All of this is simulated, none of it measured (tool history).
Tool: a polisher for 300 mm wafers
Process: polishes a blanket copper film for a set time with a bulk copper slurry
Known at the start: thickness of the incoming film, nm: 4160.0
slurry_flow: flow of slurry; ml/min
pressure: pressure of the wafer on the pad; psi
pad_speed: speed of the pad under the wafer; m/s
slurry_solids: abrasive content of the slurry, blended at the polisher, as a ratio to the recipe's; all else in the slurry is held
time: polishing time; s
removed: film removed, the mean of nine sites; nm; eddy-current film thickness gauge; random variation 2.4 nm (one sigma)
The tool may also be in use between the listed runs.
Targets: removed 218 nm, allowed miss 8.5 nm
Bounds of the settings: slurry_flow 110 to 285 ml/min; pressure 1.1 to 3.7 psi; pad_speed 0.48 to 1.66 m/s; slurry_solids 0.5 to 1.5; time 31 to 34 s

run	hour	slurry_flow	pressure	pad_speed	slurry_solids	time	removed
1	0	180	2.4	1.06	1	34	303.8
2	6.7	180	2.3	1.06	1	34	288.21
3	12.5	180	2.3	1.16	1	34	317.15
4	16.1	180	2.2	1.16	1	34	297.69
5	19	180	2.2	1.16	1.15	34	310.78
6	22.9	180	2.2	1.28	1.15	34	340.48
7	29	180	2	1.28	1.15	34	318.39
8	32.2	180	1.9	1.28	1.15	34	298.15
9	38.6	180	1.8	1.28	1.15	34	283.32

4 next moves are on the table. One of them brings every result within its allowed miss. Which?
A	45	190	1.7	0.88	1.3	34	?
B	45	170	1.7	1.22	1.25	31	?
C	45	190	1.7	0.98	1.15	33	?
D	45	155	2.1	0.92	1.3	31	?

move	removed
A	196.21
B	238.7
C	204.67
D	221
A: takes the result that was furthest off past its target
B: nearer than the last run, and not there yet
C: takes the result that was furthest off past its target
D: meets every target
Answer: D
